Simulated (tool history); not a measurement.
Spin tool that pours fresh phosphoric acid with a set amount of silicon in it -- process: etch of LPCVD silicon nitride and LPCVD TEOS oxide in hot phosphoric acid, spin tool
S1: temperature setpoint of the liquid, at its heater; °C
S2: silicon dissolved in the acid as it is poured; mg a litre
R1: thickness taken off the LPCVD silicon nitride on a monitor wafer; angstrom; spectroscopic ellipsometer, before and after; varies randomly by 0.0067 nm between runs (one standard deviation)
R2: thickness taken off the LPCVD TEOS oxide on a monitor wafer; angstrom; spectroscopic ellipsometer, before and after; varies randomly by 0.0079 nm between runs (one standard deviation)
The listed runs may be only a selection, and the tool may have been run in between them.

{"run": 1, "hour": 0.0, "S1": 161, "S2": 18, "time under the liquid (s)": 65, "R1": 60.321, "R2": 1.4781}
{"run": 2, "hour": 6.8, "S1": 161, "S2": 18, "time under the liquid (s)": 80, "R1": 73.981, "R2": 1.5359}
{"run": 3, "hour": 10.8, "S1": 161, "S2": 18, "time under the liquid (s)": 55, "R1": 50.942, "R2": 0.86505}
{"run": 4, "hour": 13.8, "S1": 161, "S2": 8.5, "time under the liquid (s)": 55, "R1": 50.955, "R2": 1.3015}
{"run": 5, "hour": 16.1, "S1": 160, "S2": 6.5, "time under the liquid (s)": 45, "R1": 40.15, "R2": 0.85134}
{"run": 6, "hour": 19.7, "S1": 158, "S2": 6.5, "time under the liquid (s)": 45, "R1": 37.672, "R2": 1.0333}
{"run": 7, "hour": 25.0, "S1": 157.5, "S2": 5, "time under the liquid (s)": 40, "R1": 32.646, "R2": 0.84615}
{"run": 8, "hour": 25.9, "S1": 157.5, "S2": 4, "time under the liquid (s)": 35, "R1": 28.873, "R2": 1.1963}

Predict the results of run 9:
{"run": 9, "hour": 34.5, "S1": 157.5, "S2": 3, "time under the liquid (s)": 30, "R1": "?", "R2": "?"}

R1: 24.627 angstrom
R2: 0.79469 angstrom
